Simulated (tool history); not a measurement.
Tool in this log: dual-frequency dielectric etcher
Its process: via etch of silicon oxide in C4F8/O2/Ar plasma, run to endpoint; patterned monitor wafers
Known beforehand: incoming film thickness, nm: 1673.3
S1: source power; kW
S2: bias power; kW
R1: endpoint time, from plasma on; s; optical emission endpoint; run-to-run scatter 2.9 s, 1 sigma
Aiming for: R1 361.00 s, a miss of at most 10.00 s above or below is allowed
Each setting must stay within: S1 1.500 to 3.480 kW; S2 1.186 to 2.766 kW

| run | day | S1 | S2 | R1 |
|---|---|---|---|---|
| 1 | 0.000 | 2.490 | 1.976 | 302.26 |
| 2 | 0.342 | 2.310 | 1.908 | 314.31 |
| 3 | 0.375 | 2.160 | 1.859 | 324.55 |
| 4 | 0.650 | 2.050 | 1.824 | 327.79 |
| 5 | 0.938 | 2.380 | 1.824 | 319.57 |
| 6 | 0.996 | 2.650 | 1.824 | 304.05 |
| 7 | 1.308 | 2.460 | 1.755 | 312.34 |
| 8 | 1.442 | 2.280 | 1.693 | 325.31 |
| 9 | 1.521 | 2.160 | 1.647 | 335.51 |

Exercise: of the 4 proposed moves below, exactly one satisfies all targets within the stated allowed misses. Which move is it?
| A | 1.600 | 1.940 | 1.186 | ? |
| B | 1.600 | 1.680 | 1.486 | ? |
| C | 1.600 | 2.000 | 1.340 | ? |
| D | 1.600 | 1.860 | 1.231 | ? |

| move | R1 |
|---|---|
| A | 383.48 |
| B | 381.64 |
| C | 367.75 |
| D | 385.94 |
A: pushes the last run's worst result past its target
B: pushes the last run's worst result past its target
C: meets every target
D: pushes the last run's worst result past its target
The right move is C.

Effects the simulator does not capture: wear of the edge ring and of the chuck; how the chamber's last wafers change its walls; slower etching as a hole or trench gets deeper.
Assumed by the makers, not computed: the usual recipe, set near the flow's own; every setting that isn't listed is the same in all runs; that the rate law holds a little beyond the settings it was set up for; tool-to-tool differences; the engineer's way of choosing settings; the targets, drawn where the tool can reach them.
